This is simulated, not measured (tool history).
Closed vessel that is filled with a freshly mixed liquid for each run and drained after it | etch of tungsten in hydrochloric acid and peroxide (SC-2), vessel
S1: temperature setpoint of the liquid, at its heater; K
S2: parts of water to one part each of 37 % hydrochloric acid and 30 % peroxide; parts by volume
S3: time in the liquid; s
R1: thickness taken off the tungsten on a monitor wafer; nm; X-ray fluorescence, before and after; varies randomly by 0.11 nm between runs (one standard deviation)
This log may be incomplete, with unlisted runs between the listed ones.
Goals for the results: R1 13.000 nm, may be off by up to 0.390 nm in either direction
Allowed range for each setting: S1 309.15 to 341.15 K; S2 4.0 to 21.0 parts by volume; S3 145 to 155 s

run,hour,S1,S2,S3,R1
1,0.0,325.15,11.5,145,37.806
2,0.9,325.15,11.5,145,38.424
3,9.7,323.65,11.5,145,34.280
4,12.8,323.65,11.5,145,34.526
5,16.7,323.65,11.5,145,34.414
6,19.9,323.65,11.5,145,34.437
7,26.7,322.15,11.5,145,30.998
8,32.0,320.65,11.5,145,28.197
9,33.6,319.65,11.5,145,26.143

Below are 4 possible settings for the next run. Only one of them brings all results inside the allowed miss of their targets. Which is it?
A,35.2,317.15,14.5,145,?
B,35.2,332.15,11.0,155,?
C,35.2,319.15,15.0,145,?
D,35.2,311.65,13.5,145,?

move,R1
A,18.233
B,66.673
C,20.307
D,13.175
A: better than the last run, though not everything is in spec
B: misses by more than the last run did
C: better than the last run, though not everything is in spec
D: each result inside its tolerance
The right move is D.

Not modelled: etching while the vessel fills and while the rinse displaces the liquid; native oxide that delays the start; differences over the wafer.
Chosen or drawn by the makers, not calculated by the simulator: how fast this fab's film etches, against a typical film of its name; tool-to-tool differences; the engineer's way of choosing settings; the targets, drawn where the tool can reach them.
